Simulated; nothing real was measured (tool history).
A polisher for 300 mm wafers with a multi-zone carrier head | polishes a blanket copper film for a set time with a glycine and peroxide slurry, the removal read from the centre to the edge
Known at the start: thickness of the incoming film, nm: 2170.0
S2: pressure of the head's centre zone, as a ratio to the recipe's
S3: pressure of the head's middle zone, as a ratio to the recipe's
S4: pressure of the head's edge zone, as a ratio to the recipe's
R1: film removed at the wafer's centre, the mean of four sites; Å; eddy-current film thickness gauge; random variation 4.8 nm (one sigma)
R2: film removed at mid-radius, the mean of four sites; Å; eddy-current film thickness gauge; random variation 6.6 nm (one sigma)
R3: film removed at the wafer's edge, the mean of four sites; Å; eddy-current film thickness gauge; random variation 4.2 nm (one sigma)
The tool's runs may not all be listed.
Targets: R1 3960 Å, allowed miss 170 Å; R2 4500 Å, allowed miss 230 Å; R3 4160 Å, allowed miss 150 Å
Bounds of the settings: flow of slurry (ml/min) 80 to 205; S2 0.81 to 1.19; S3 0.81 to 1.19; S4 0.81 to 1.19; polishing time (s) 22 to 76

Run 1, hour 0: flow of slurry (ml/min) 135, S2 1, S3 1, S4 1, polishing time (s) 49. Result: R1 2977 Å, R2 2990.3 Å, R3 3071.9 Å.
Run 2, hour 8.2: flow of slurry (ml/min) 135, S2 1, S3 0.97, S4 1, polishing time (s) 49. Result: R1 2951.5 Å, R2 2954.9 Å, R3 3072.1 Å.
Run 3, hour 13.6: flow of slurry (ml/min) 145, S2 0.99, S3 1.03, S4 1.01, polishing time (s) 53. Result: R1 3224.2 Å, R2 3376.5 Å, R3 3341.1 Å.
Run 4, hour 20.2: flow of slurry (ml/min) 145, S2 0.99, S3 1.1, S4 1.01, polishing time (s) 53. Result: R1 3280.8 Å, R2 3482.4 Å, R3 3275.9 Å.
Run 5, hour 24.2: flow of slurry (ml/min) 160, S2 0.99, S3 1.1, S4 1.01, polishing time (s) 53. Result: R1 3252.2 Å, R2 3637.4 Å, R3 3349.5 Å.
Run 6, hour 29.3: flow of slurry (ml/min) 160, S2 0.99, S3 1.18, S4 1.01, polishing time (s) 53. Result: R1 3306.3 Å, R2 3793.7 Å, R3 3424.9 Å.
Run 7, hour 30.3: flow of slurry (ml/min) 165, S2 1, S3 1.18, S4 1.05, polishing time (s) 55. Result: R1 3455.9 Å, R2 4056.3 Å, R3 3561.9 Å.
Run 8, hour 36.1: flow of slurry (ml/min) 165, S2 1, S3 1.18, S4 1.05, polishing time (s) 55. Result: R1 3490.3 Å, R2 3946.3 Å, R3 3570.6 Å.

Which of these 4 next moves meets every target?
Run A, hour 41.9: flow of slurry (ml/min) 130, S2 0.81, S3 0.97, S4 1.19, polishing time (s) 59. Result: R1 ?, R2 ?, R3 ?.
Run B, hour 41.9: flow of slurry (ml/min) 155, S2 1, S3 1.17, S4 1.09, polishing time (s) 63. Result: R1 ?, R2 ?, R3 ?.
Run C, hour 41.9: flow of slurry (ml/min) 170, S2 0.99, S3 1.13, S4 1.13, polishing time (s) 67. Result: R1 ?, R2 ?, R3 ?.
Run D, hour 41.9: flow of slurry (ml/min) 120, S2 1.02, S3 1, S4 1.18, polishing time (s) 62. Result: R1 ?, R2 ?, R3 ?.

move      R1      R2      R3
   A  2877.9  3412.1  4016.3
   B  3951.7  4414.6  4185.7
   C  4232.6  4627.4  4587.3
   D  3744.2  3613.8  4151.3
A: brings the result that was furthest off to its target, and leaves another outside
B: meets every target
C: takes the result that was furthest off past its target
D: brings the result that was furthest off to its target, and leaves another outside
The right move is B.

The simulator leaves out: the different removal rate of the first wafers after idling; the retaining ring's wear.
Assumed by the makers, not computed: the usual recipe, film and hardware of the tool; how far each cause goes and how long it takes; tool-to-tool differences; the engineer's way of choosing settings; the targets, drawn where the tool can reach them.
